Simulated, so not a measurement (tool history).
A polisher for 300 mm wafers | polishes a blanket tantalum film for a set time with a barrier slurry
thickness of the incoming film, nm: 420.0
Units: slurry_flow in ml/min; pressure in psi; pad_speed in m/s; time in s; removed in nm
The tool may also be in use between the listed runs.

run    day  slurry_flow  pressure  pad_speed  slurry_solids  time  removed
  1      0          125       1.6        1.2              1    66   92.278
  2  0.121          120       1.4       1.18              1    66   79.593
  3  0.492          120       1.4       1.18            0.9    66   78.533
  4  0.529          150       1.4       1.18            0.9    66   79.044
  5    0.7          150       1.2       1.16            0.9    66   70.497
  6    0.9          125       1.2       1.16            0.9    66   67.737

Forecast run 7:
  7  1.096          125       1.2       1.16            0.9    66        ?

removed: 67.62 nm

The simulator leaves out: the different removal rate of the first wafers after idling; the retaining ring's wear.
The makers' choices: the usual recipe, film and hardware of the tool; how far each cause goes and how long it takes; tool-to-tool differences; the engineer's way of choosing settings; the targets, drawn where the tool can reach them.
